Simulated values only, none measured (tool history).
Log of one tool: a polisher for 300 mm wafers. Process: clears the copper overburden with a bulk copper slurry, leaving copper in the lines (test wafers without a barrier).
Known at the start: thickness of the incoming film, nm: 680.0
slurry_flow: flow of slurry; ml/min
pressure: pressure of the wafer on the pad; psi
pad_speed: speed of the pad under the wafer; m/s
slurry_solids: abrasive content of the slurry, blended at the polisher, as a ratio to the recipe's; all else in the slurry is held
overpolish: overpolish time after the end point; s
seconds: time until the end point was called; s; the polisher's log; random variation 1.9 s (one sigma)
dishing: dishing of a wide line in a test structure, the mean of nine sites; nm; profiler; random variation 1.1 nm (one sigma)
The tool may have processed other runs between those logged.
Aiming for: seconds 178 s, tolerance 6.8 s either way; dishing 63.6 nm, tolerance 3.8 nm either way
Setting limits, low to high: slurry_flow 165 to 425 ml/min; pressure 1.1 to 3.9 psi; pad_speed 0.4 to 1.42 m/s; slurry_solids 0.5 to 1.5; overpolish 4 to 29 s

Run 1, day 0: slurry_flow 275 ml/min, pressure 2.5 psi, pad_speed 0.9 m/s, slurry_solids 1, overpolish 15 s. Result: seconds 99.308 s, dishing 66.881 nm.
Run 2, day 0.062: slurry_flow 275 ml/min, pressure 2.5 psi, pad_speed 0.9 m/s, slurry_solids 0.9, overpolish 15 s. Result: seconds 103.23 s, dishing 66.949 nm.
Run 3, day 0.275: slurry_flow 275 ml/min, pressure 2.8 psi, pad_speed 0.9 m/s, slurry_solids 0.9, overpolish 15 s. Result: seconds 90.82 s, dishing 70.264 nm.
Run 4, day 0.65: slurry_flow 275 ml/min, pressure 2.8 psi, pad_speed 0.7 m/s, slurry_solids 0.9, overpolish 15 s. Result: seconds 108.33 s, dishing 64.744 nm.
Run 5, day 0.996: slurry_flow 275 ml/min, pressure 2.8 psi, pad_speed 0.7 m/s, slurry_solids 1.1, overpolish 15 s. Result: seconds 102.51 s, dishing 68.466 nm.
Run 6, day 1.221: slurry_flow 275 ml/min, pressure 2.5 psi, pad_speed 0.7 m/s, slurry_solids 1.1, overpolish 15 s. Result: seconds 115.18 s, dishing 58.912 nm.
Run 7, day 1.325: slurry_flow 270 ml/min, pressure 2.2 psi, pad_speed 0.68 m/s, slurry_solids 1.05, overpolish 19 s. Result: seconds 133.82 s, dishing 61.559 nm.
Run 8, day 1.517: slurry_flow 270 ml/min, pressure 2 psi, pad_speed 0.66 m/s, slurry_solids 1.05, overpolish 21 s. Result: seconds 152.7 s, dishing 62.154 nm.
Run 9, day 1.762: slurry_flow 270 ml/min, pressure 1.9 psi, pad_speed 0.66 m/s, slurry_solids 1.05, overpolish 22 s. Result: seconds 156.69 s, dishing 61.98 nm.
Run 10, day 2.004: slurry_flow 270 ml/min, pressure 1.8 psi, pad_speed 0.66 m/s, slurry_solids 1.05, overpolish 23 s. Result: seconds 166.56 s, dishing 60.081 nm.
Run 11, day 2.288: slurry_flow 270 ml/min, pressure 1.8 psi, pad_speed 0.66 m/s, slurry_solids 1.05, overpolish 24 s. Result: seconds 169.08 s, dishing 62.677 nm.

Which one of the following 5 next-run settings gets every result inside its allowed miss? There is exactly one.
Run A, day 2.571: slurry_flow 295 ml/min, pressure 2.1 psi, pad_speed 0.56 m/s, slurry_solids 1, overpolish 19 s. Result: seconds ?, dishing ?.
Run B, day 2.571: slurry_flow 195 ml/min, pressure 2 psi, pad_speed 0.62 m/s, slurry_solids 1.05, overpolish 23 s. Result: seconds ?, dishing ?.
Run C, day 2.571: slurry_flow 260 ml/min, pressure 1.7 psi, pad_speed 0.64 m/s, slurry_solids 1.1, overpolish 27 s. Result: seconds ?, dishing ?.
Run D, day 2.571: slurry_flow 260 ml/min, pressure 1.9 psi, pad_speed 0.68 m/s, slurry_solids 0.9, overpolish 24 s. Result: seconds ?, dishing ?.
Run E, day 2.571: slurry_flow 245 ml/min, pressure 1.6 psi, pad_speed 0.82 m/s, slurry_solids 1.1, overpolish 25 s. Result: seconds ?, dishing ?.

move  seconds  dishing
   A   157.63   55.864
   B   162.34   62.194
   C   177.29   63.589
   D   159.76    64.18
   E   161.39   63.606
A: further off than the last run
B: further off than the last run
C: each result inside its tolerance
D: further off than the last run
E: further off than the last run
Move C is the one to make.
